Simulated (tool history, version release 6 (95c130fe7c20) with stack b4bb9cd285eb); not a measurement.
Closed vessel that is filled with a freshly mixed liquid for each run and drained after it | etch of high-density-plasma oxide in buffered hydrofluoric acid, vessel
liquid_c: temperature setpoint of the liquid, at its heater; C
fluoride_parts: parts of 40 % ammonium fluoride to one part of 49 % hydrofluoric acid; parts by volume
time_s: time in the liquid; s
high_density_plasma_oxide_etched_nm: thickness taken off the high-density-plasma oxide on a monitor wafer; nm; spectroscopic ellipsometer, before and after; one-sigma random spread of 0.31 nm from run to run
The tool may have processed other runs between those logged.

run,hour,liquid_c,fluoride_parts,time_s,high_density_plasma_oxide_etched_nm
1,0.0,24.0,22.0,85,75.820
2,0.6,24.0,22.0,95,84.280
3,2.7,22.5,22.0,95,78.115
4,3.3,22.5,19.5,95,85.419
5,6.9,21.5,19.5,95,81.109
6,7.6,21.0,19.5,95,78.778
7,8.2,21.0,19.5,95,78.977

What does the tool deliver on the next run?
8,16.6,20.5,19.5,95,?

{"run 8": {"high_density_plasma_oxide_etched_nm": 76.537}}
